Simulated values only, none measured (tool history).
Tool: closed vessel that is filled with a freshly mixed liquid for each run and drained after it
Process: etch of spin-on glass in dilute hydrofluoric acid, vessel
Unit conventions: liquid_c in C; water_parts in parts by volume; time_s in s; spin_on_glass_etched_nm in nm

run	hour	liquid_c	water_parts	time_s	spin_on_glass_etched_nm
1	0.0	22.0	215	130	17.342
2	4.4	24.0	170	130	24.680
3	11.8	24.0	140	130	30.723
4	17.9	25.5	120	130	38.649
5	26.4	26.5	110	130	44.889
6	34.7	26.5	40	130	131.690
7	40.8	26.5	55	130	95.113
8	47.3	26.5	65	130	80.388
# hour 52.3: hydrofluoric acid flow meter replaced
9	52.3	27.0	70	130	68.684
10	61.3	27.5	95	130	50.348
11	63.8	27.5	75	130	65.193

Forecast run 12:
12	70.5	28.0	75	130	?

Run 12 produced spin_on_glass_etched_nm 66.567 nm.

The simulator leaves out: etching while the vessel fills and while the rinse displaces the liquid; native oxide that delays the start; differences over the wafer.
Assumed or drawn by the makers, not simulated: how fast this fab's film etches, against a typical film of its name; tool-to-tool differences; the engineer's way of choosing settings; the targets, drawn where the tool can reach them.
